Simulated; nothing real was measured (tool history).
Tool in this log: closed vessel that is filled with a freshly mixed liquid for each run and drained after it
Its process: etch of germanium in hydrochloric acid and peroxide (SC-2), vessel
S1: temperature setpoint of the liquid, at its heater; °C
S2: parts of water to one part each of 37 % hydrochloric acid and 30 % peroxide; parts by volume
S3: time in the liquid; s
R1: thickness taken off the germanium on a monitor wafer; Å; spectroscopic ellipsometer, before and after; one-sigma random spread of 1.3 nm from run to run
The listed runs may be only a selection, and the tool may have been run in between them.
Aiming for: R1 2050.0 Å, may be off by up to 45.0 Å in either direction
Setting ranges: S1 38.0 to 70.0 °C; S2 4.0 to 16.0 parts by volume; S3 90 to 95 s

run,hour,S1,S2,S3,R1
1,0.0,54.0,9.0,90,1801.4
2,8.7,54.0,9.0,90,1804.1
3,17.2,57.0,9.0,90,1965.8
4,25.9,63.0,9.0,90,2343.7
5,27.0,61.5,9.0,90,2272.6
6,35.4,60.5,9.0,90,2206.5
7,37.7,59.5,9.0,90,2133.7
8,38.7,59.0,9.0,90,2117.1

Which single option among these 4 for the next run brings every result within its allowed miss of target? Just one does.
A,39.7,58.5,7.5,95,?
B,39.7,60.0,9.0,90,?
C,39.7,58.0,8.5,95,?
D,39.7,56.0,8.5,95,?

move,R1
A,2222.4
B,2168.9
C,2168.1
D,2041.0
A: its largest miss is bigger than the last run's
B: its largest miss is bigger than the last run's
C: its largest miss is bigger than the last run's
D: every result within its allowed miss
The move that meets every target is D.
